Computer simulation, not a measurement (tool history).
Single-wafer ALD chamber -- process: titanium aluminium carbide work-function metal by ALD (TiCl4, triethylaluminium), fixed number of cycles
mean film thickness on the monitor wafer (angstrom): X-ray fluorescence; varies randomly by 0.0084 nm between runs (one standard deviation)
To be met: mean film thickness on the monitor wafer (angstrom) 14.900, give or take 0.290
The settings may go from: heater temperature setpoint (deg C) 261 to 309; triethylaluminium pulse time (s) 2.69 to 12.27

run	hour	heater temperature setpoint (deg C)	triethylaluminium pulse time (s)	mean film thickness on the monitor wafer (angstrom)
1	0.0	285	7.48	18.140
2	3.4	291	7.48	18.603
3	5.8	288	7.06	18.079
4	11.2	295	7.06	18.727
5	16.3	300	7.06	19.177
6	17.8	300	9.01	19.856
7	22.4	296	8.34	19.476
8	26.0	293	7.79	18.788
9	29.0	290	7.29	18.397
10	32.6	287	6.85	18.261
11	38.4	284	6.41	17.835
12	41.8	282	6.02	17.087
13	47.9	280	5.80	16.758
14	54.6	278	5.65	16.721
15	58.6	277	5.44	16.342
16	64.0	276	5.34	16.378
17	71.0	275	5.19	16.181
18	75.0	274	5.08	16.115
19	82.2	262	3.59	13.834
20	87.6	263	3.62	13.811

Of the 4 settings listed for the next run, only one would bring every result within its allowed miss of target. Which one?
A	93.0	261	2.69	?
B	93.0	266	3.73	?
C	93.0	262	2.97	?
D	93.0	264	4.53	?

move	mean film thickness on the monitor wafer (angstrom)
A	12.550
B	14.095
C	12.974
D	14.706
A: the biggest miss grows against the last run
B: nearer than the last run, and not there yet
C: the biggest miss grows against the last run
D: hits every target within its allowed miss
Move D is the one to make.
